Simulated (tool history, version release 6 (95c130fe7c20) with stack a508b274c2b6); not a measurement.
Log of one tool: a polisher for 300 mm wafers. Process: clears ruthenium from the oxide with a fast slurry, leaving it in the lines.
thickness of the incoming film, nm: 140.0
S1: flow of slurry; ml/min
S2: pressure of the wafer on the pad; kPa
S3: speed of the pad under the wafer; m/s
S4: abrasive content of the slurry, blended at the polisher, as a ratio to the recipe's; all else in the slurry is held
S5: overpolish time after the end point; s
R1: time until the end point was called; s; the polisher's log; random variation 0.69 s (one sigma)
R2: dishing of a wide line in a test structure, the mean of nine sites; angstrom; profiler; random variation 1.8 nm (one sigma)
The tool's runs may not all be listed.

Run 1, day 0: S1 210 ml/min, S2 20.7 kPa, S3 0.82 m/s, S4 1, S5 22 s. Result: R1 46.532 s, R2 531.72 angstrom.
Run 2, day 0.096: S1 210 ml/min, S2 23.4 kPa, S3 0.82 m/s, S4 1, S5 22 s. Result: R1 42.607 s, R2 556.05 angstrom.
Run 3, day 0.175: S1 210 ml/min, S2 27.6 kPa, S3 0.82 m/s, S4 1, S5 22 s. Result: R1 38.95 s, R2 607.59 angstrom.
Run 4, day 0.217: S1 210 ml/min, S2 28.3 kPa, S3 0.82 m/s, S4 1, S5 23 s. Result: R1 36.736 s, R2 621.92 angstrom.
Run 5, day 0.562: S1 210 ml/min, S2 28.3 kPa, S3 0.9 m/s, S4 1, S5 23 s. Result: R1 34.489 s, R2 680.77 angstrom.
Run 6, day 0.617: S1 240 ml/min, S2 28.3 kPa, S3 0.9 m/s, S4 1, S5 23 s. Result: R1 33.468 s, R2 686.08 angstrom.
Run 7, day 0.796: S1 240 ml/min, S2 27.6 kPa, S3 0.9 m/s, S4 1, S5 24 s. Result: R1 33.657 s, R2 711.22 angstrom.

Forecast run 8:
Run 8, day 1.121: S1 240 ml/min, S2 27.6 kPa, S3 0.9 m/s, S4 1, S5 24 s. Result: R1 ?, R2 ?.

R1: 34.626 s
R2: 687.75 angstrom
